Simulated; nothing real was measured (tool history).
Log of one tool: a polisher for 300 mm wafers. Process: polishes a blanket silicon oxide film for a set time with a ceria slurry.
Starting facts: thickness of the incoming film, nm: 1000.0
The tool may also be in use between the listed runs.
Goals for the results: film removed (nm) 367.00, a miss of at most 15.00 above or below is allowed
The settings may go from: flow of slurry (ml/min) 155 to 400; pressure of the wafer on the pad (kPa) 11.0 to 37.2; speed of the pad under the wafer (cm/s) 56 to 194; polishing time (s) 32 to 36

run    day  flow of slurry (ml/min)  pressure of the wafer on the pad (kPa)  speed of the pad under the wafer (cm/s)  polishing time (s)  film removed (nm)
  1  0.000                      255                                    24.1                                      124                  36             226.12
  2  0.233                      255                                    24.1                                      136                  36             243.35
  3  0.512                      255                                    24.1                                      162                  36             270.92
  4  0.879                      255                                    24.1                                      130                  36             231.57
  5  0.908                      205                                    24.1                                      130                  36             227.08
     0.971  -- head pressure recalibrated
  6  0.971                      205                                    24.1                                      130                  36             235.33
  7  1.262                      205                                    25.5                                      130                  36             247.20
  8  1.404                      205                                    25.5                                      130                  36             247.39

Pick the move, out of 5, that brings all results within their allowed miss; only one does.
  A  1.546                      195                                    29.6                                      180                  36                  ?
  B  1.546                      180                                    37.2                                      170                  36                  ?
  C  1.546                      295                                    16.5                                      112                  32                  ?
  D  1.546                      245                                    29.6                                      148                  36                  ?
  E  1.546                      195                                    18.6                                      102                  32                  ?

move  film removed (nm)
   A             361.87
   B             428.76
   C             138.27
   D             323.28
   E             139.39
A: meets every target
B: moves the result that the last run missed by most past its target, out the other side
C: its largest miss is bigger than the last run's
D: nearer than the last run, and not there yet
E: its largest miss is bigger than the last run's
A meets every target.
